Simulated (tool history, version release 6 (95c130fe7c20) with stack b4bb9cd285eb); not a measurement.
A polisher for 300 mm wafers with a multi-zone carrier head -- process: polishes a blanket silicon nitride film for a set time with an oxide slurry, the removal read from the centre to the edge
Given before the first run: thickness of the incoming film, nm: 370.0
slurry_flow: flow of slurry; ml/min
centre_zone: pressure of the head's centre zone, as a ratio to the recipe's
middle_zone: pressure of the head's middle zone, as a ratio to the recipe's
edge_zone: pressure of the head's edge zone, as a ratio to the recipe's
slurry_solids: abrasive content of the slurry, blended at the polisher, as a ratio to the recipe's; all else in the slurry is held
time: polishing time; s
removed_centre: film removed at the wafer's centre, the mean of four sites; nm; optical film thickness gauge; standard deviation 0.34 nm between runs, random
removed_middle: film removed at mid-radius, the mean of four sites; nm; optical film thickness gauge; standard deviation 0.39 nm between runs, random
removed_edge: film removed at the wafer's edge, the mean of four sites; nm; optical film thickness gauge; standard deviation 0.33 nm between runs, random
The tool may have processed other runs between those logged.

| run | day | slurry_flow | centre_zone | middle_zone | edge_zone | slurry_solids | time | removed_centre | removed_middle | removed_edge |
|---|---|---|---|---|---|---|---|---|---|---|
| 1 | 0.000 | 275 | 1.00 | 1.00 | 1.00 | 1.00 | 32 | 34.007 | 33.625 | 32.737 |
| 2 | 0.117 | 275 | 0.99 | 1.01 | 1.05 | 1.15 | 32 | 35.670 | 36.748 | 36.963 |
| 3 | 0.446 | 285 | 1.00 | 1.03 | 1.09 | 1.20 | 32 | 37.050 | 38.110 | 38.039 |
| 4 | 0.488 | 285 | 1.00 | 1.03 | 1.11 | 1.30 | 32 | 39.190 | 40.326 | 39.687 |
| 5 | 0.817 | 345 | 1.00 | 1.03 | 1.11 | 1.30 | 32 | 40.337 | 40.746 | 41.356 |
|  | 1.075 | slurry nozzle cleaned |
| 6 | 1.075 | 360 | 0.99 | 1.04 | 1.13 | 1.30 | 32 | 42.270 | 43.084 | 42.583 |

Forecast run 7:
| 7 | 1.404 | 360 | 0.97 | 1.03 | 1.15 | 1.30 | 32 | ? | ? | ? |

{"run 7": {"removed_centre": 41.417, "removed_middle": 43.399, "removed_edge": 42.267}}
